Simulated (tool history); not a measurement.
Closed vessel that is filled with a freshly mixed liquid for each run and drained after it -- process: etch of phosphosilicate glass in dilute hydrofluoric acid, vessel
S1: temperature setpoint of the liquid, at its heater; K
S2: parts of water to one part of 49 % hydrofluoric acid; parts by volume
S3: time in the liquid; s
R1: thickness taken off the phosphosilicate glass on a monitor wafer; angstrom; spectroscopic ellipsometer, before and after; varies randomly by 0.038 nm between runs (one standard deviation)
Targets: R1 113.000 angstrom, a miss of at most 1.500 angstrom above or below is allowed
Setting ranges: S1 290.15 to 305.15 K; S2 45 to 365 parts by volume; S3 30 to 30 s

run  hour      S1   S2  S3       R1
  1   0.0  297.15  205  30   66.550
  2   2.8  298.65  205  30   70.275
  3   9.1  299.65  200  30   75.487
  4  11.5  299.65  200  30   75.221
  5  20.7  300.15  195  30   79.445
  6  22.6  300.15  235  30   62.830
  7  29.2  300.15  235  30   62.795
  8  37.5  300.65  225  30   67.477
  9  46.1  301.15  215  30   72.579
     50.9  -- thermometer replaced
 10  50.9  301.65  210  30   80.750
 11  60.2  305.15  185  30  106.670
 12  61.3  305.15  180  30  111.000
 13  64.2  305.15  175  30  114.740

Consider the 5 candidate settings below. Which is the only one whose results all fall within their allowed miss of target?
  A  67.1  301.65  155  30   ?
  B  67.1  304.65  180  30   ?
  C  67.1  304.65  170  30   ?
  D  67.1  304.65  175  30   ?
  E  67.1  300.15  150  30   ?

move       R1
   A  116.840
   B  108.380
   C  116.260
   D  112.200
   E  114.970
A: the biggest miss grows against the last run
B: takes the result that was furthest off past its target
C: the biggest miss grows against the last run
D: every result within its allowed miss
E: the biggest miss grows against the last run
The right move is D.
